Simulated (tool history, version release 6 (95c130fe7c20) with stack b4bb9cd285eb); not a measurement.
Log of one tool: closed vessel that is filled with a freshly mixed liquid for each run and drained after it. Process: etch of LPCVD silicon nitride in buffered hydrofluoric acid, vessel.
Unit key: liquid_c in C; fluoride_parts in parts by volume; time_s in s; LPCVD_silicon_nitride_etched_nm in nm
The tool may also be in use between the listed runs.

| run | hour | liquid_c | fluoride_parts | time_s | LPCVD_silicon_nitride_etched_nm |
|---|---|---|---|---|---|
| 1 | 0 | 21 | 9.5 | 960 | 11.789 |
| 2 | 4.4 | 23 | 8.5 | 975 | 14.664 |
| 3 | 13.6 | 23 | 8.5 | 960 | 14.402 |
| 4 | 19.7 | 23 | 8.5 | 1025 | 15.518 |
| 5 | 21.5 | 23 | 8.5 | 1025 | 15.384 |
| 6 | 28.7 | 23 | 8.5 | 1025 | 15.404 |

Run 7, settings as shown, results not yet in. Your forecast:
| 7 | 29.9 | 27 | 5.5 | 1025 | ? |

LPCVD_silicon_nitride_etched_nm: 29.279 nm
